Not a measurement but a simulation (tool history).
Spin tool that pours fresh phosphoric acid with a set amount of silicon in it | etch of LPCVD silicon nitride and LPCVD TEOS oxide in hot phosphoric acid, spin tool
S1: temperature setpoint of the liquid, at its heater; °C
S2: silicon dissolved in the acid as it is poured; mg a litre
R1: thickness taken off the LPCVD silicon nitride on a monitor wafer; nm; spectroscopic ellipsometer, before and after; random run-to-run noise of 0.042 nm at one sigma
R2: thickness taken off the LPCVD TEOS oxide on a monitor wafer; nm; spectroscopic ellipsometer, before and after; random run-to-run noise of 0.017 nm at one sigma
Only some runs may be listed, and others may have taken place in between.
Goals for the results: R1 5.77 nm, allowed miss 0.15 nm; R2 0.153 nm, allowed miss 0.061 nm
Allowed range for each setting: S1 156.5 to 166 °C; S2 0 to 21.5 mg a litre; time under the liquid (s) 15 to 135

run 1 hour=0 | S1=161 S2=9.5 time_under_the_liquid_(s)=70 | R1=6.898 R2=0.21836
run 2 hour=4.6 | S1=161 S2=9.5 time_under_the_liquid_(s)=80 | R1=7.8847 R2=0.21916
run 3 hour=11 | S1=160 S2=9.5 time_under_the_liquid_(s)=75 | R1=7.0523 R2=0.2034
run 4 hour=15.2 | S1=160 S2=12.5 time_under_the_liquid_(s)=75 | R1=7.0296 R2=0.21544
run 5 hour=18.6 | S1=158.5 S2=12.5 time_under_the_liquid_(s)=75 | R1=6.7296 R2=0.16676
run 6 hour=24.6 | S1=158.5 S2=12.5 time_under_the_liquid_(s)=70 | R1=6.2584 R2=0.1816
run 7 hour=31.1 | S1=158 S2=12.5 time_under_the_liquid_(s)=70 | R1=6.2033 R2=0.15107
run 8 hour=32.7 | S1=158 S2=13 time_under_the_liquid_(s)=70 | R1=6.1656 R2=0.1622
run 9 hour=40.7 | S1=158 S2=13.5 time_under_the_liquid_(s)=70 | R1=6.2634 R2=0.16514

Consider the 5 candidate settings below. Which is the only one whose results all fall within their allowed miss of target?
run A hour=48.7 | S1=166 S2=21.5 time_under_the_liquid_(s)=60 | R1=? R2=?
run B hour=48.7 | S1=160.5 S2=19 time_under_the_liquid_(s)=60 | R1=? R2=?
run C hour=48.7 | S1=163.5 S2=21.5 time_under_the_liquid_(s)=65 | R1=? R2=?
run D hour=48.7 | S1=163.5 S2=17 time_under_the_liquid_(s)=60 | R1=? R2=?
run E hour=48.7 | S1=157.5 S2=14.5 time_under_the_liquid_(s)=70 | R1=? R2=?

move=A R1=6.8897 R2=0.22981
move=B R1=5.7433 R2=0.16529
move=C R1=6.8751 R2=0.20769
move=D R1=6.3463 R2=0.21746
move=E R1=6.0555 R2=0.17352
A: lands further from the targets than the last run did
B: in spec on every target
C: lands further from the targets than the last run did
D: lands further from the targets than the last run did
E: moves toward the targets from the last run without getting all of them in spec
Go with B: it meets all targets.
